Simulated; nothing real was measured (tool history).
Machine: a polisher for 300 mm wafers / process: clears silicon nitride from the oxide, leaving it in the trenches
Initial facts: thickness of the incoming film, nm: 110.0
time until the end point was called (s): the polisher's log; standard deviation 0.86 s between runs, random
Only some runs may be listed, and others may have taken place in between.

run	hour	flow of slurry (ml/min)	pressure of the wafer on the pad (psi)	speed of the pad under the wafer (cm/s)	overpolish time after the end point (s)	time until the end point was called (s)
1	0.0	195	3.2	102	3	107.870
2	8.3	195	2.5	102	3	132.720
3	10.0	195	2.9	102	3	116.940
4	13.5	195	2.9	124	3	95.056
5	22.1	195	2.9	124	3	95.740
6	24.2	195	2.4	124	3	117.350
7	30.6	195	2.7	124	3	101.680

Estimate the outcome of run 8 from the log above:
8	35.0	195	2.9	124	3	?

{"run 8": {"time until the end point was called (s)": 96.918}}

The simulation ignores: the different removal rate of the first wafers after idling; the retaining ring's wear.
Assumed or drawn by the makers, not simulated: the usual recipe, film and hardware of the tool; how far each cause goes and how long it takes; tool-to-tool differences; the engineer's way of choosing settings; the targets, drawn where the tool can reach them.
